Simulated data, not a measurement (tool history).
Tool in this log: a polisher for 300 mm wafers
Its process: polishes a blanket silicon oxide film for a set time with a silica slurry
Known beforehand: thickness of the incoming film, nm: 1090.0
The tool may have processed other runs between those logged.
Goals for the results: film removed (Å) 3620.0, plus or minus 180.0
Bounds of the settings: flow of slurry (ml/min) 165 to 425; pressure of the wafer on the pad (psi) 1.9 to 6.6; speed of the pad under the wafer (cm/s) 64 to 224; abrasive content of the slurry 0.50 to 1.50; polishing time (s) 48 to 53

run  hour  flow of slurry (ml/min)  pressure of the wafer on the pad (psi)  speed of the pad under the wafer (cm/s)  abrasive content of the slurry  polishing time (s)  film removed (Å)
  1   0.0                      275                                     4.2                                      144                            1.00                  53            1763.9
  2   7.7                      275                                     4.2                                      172                            1.00                  53            1925.2
  3  14.6                      275                                     4.2                                      144                            1.00                  53            1727.9
  4  21.7                      275                                     3.2                                      144                            1.00                  53            1479.6
  5  26.4                      275                                     3.5                                      152                            1.00                  53            1590.3
  6  29.5                      275                                     3.5                                      152                            1.00                  48            1456.1
     32.4  -- conditioning disc replaced and pad reconditioned
  7  32.4                      275                                     3.8                                      160                            1.00                  48            2161.8
  8  34.3                      275                                     4.1                                      160                            1.00                  48            2254.4
  9  38.2                      275                                     4.3                                      160                            1.00                  48            2360.3
 10  41.6                      275                                     4.4                                      160                            1.00                  48            2383.7
 11  50.1                      275                                     4.5                                      160                            1.00                  48            2435.5
 12  55.9                      275                                     5.7                                      166                            1.00                  48            3083.6
 13  62.8                      275                                     5.8                                      166                            1.00                  48            3208.8
 14  70.2                      275                                     5.9                                      166                            1.00                  48            3161.6
 15  77.0                      275                                     6.0                                      166                            1.00                  48            3162.9
 16  84.8                      275                                     6.1                                      166                            1.00                  48            3293.7
 17  89.2                      275                                     6.3                                      166                            1.00                  48            3335.1
 18  95.4                      275                                     6.3                                      166                            1.00                  48            3329.2

Below are 5 possible settings for the next run. Only one of them brings all results inside the allowed miss of their targets. Which is it?
  A  101.6                      315                                     6.6                                      114                            1.35                  50                 ?
  B  101.6                      265                                     6.3                                      158                            1.35                  48                 ?
  C  101.6                      230                                     6.2                                      170                            1.00                  48                 ?
  D  101.6                      350                                     6.3                                      156                            0.90                  49                 ?
  E  101.6                      280                                     6.3                                      184                            1.05                  51                 ?

move  film removed (Å)
   A            3074.5
   B            3616.5
   C            3300.7
   D            3171.2
   E            3951.4
A: lands further from the targets than the last run did
B: each result inside its tolerance
C: lands further from the targets than the last run did
D: lands further from the targets than the last run did
E: carries the result that was furthest off beyond its target, to the other side
Answer: B
